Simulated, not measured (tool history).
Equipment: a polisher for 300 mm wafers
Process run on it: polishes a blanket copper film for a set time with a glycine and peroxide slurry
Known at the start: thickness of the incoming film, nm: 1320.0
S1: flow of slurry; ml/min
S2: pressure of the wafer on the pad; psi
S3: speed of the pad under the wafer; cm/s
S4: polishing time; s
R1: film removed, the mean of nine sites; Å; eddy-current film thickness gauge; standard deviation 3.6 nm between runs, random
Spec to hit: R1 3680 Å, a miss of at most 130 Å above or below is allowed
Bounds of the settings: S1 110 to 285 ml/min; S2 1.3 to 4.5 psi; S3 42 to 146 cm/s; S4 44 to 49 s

run 1 hour=0 | S1=180 S2=2.9 S3=94 S4=49 | R1=2534.6
run 2 hour=1.5 | S1=185 S2=3.2 S3=94 S4=49 | R1=2725.8
run 3 hour=5.4 | S1=185 S2=3.2 S3=94 S4=44 | R1=2465
run 4 hour=9.7 | S1=185 S2=3.5 S3=94 S4=44 | R1=2647
run 5 hour=14.5 | S1=185 S2=2.9 S3=94 S4=44 | R1=2276.7
run 6 hour=22.9 | S1=185 S2=3.3 S3=96 S4=44 | R1=2577.3
run 7 hour=29.3 | S1=185 S2=3.3 S3=96 S4=44 | R1=2516.7
run 8 hour=35.4 | S1=185 S2=3.6 S3=102 S4=44 | R1=2887.2
run 9 hour=41.4 | S1=185 S2=3.9 S3=104 S4=44 | R1=3097.7
run 10 hour=43.7 | S1=185 S2=4.1 S3=106 S4=44 | R1=3318.7
run 11 hour=51.2 | S1=185 S2=4.2 S3=106 S4=44 | R1=3376
run 12 hour=59.9 | S1=190 S2=4.3 S3=106 S4=44 | R1=3492.5

Next run, 5 choices. One meets every target within its allowed miss, the rest don't. Which?
run A hour=68.6 | S1=175 S2=4.5 S3=98 S4=48 | R1=?
run B hour=68.6 | S1=185 S2=3.8 S3=112 S4=45 | R1=?
run C hour=68.6 | S1=115 S2=4.2 S3=100 S4=49 | R1=?
run D hour=68.6 | S1=190 S2=4.4 S3=108 S4=48 | R1=?
run E hour=68.6 | S1=225 S2=4.5 S3=104 S4=47 | R1=?

move=A R1=3624.3
move=B R1=3320
move=C R1=3282.7
move=D R1=3918.2
move=E R1=3867.8
A: all results land within tolerance of their targets
B: the biggest miss grows against the last run
C: the biggest miss grows against the last run
D: the result that was furthest off in the last run now lies on the other side of its target
E: the result that was furthest off in the last run now lies on the other side of its target
The move that meets every target is A.
